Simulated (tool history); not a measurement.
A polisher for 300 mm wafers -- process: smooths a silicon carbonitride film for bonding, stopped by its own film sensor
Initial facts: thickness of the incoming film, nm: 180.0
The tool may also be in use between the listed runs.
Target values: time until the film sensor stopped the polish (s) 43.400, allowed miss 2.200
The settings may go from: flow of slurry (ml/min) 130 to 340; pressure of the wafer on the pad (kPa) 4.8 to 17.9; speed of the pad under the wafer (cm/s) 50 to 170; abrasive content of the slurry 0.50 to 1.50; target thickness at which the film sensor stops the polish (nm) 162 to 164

run,hour,flow of slurry (ml/min),pressure of the wafer on the pad (kPa),speed of the pad under the wafer (cm/s),abrasive content of the slurry,target thickness at which the film sensor stops the polish (nm),time until the film sensor stopped the polish (s)
1,0.0,220,11.0,110,1.00,162,90.530
2,3.6,220,11.0,110,1.00,162,88.902
3,8.8,220,13.1,114,1.00,162,73.517
4,15.4,220,14.5,114,1.00,162,67.052
5,22.0,220,14.5,102,1.00,162,73.485
6,25.1,185,14.5,102,1.00,162,73.991
7,32.6,185,15.2,110,1.00,162,66.546
8,41.0,185,15.9,118,1.00,162,60.404

4 candidate next runs follow, results not yet known. Just one meets every target within its allowed miss. Identify it.
A,49.4,200,16.5,144,1.00,164,?
B,49.4,180,17.9,170,0.95,163,?
C,49.4,175,17.9,142,1.20,164,?
D,49.4,175,16.5,160,1.20,164,?

move,time until the film sensor stopped the polish (s)
A,44.947
B,40.194
C,39.200
D,38.740
A: every result lands within tolerance
B: the result that was furthest off in the last run now lies on the other side of its target
C: the result that was furthest off in the last run now lies on the other side of its target
D: the result that was furthest off in the last run now lies on the other side of its target
The move that meets every target is A.
